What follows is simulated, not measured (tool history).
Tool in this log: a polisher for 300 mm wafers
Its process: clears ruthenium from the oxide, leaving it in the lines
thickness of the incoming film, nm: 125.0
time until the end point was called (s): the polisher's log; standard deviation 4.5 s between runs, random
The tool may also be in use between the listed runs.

run,hour,flow of slurry (ml/min),pressure of the wafer on the pad (kPa),speed of the pad under the wafer (cm/s),overpolish time after the end point (s),time until the end point was called (s)
1,0,160,17.2,80,35,125.2
2,4.5,160,17.2,80,38,127.57
3,8.4,160,19.3,80,38,111.02
4,9.3,160,19.3,80,35,107.17
5,16.9,160,16.5,78,35,129.25
6,22.4,125,16.5,78,35,132.49
7,23,125,11.7,70,35,203.98

What will run 8 give?
8,27,125,11,70,35,?

time until the end point was called (s): 204.56

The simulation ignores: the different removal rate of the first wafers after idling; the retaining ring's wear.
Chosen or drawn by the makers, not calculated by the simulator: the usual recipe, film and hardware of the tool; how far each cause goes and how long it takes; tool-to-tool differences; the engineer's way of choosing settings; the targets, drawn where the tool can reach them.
